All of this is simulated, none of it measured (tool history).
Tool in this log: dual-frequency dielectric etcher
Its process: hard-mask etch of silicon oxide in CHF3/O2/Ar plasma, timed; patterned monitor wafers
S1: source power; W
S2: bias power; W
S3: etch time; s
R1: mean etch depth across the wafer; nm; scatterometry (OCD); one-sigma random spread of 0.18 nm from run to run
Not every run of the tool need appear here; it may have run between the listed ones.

run,hour,S1,S2,S3,R1
1,0.0,510,217,35.0,66.294
2,4.2,520,218,35.0,66.856
3,5.4,560,218,35.0,68.236
4,8.5,560,218,36.5,71.140
5,16.1,560,218,35.0,67.904
6,25.0,500,218,35.0,66.316
# hour 29.1: bias power generator calibrated
7,29.1,510,219,35.0,65.389
8,35.1,520,220,35.0,65.947
9,43.1,530,221,35.0,66.371

Expected results for the next run?
10,43.9,540,222,35.0,?

Run 10 gave R1 66.956 nm.
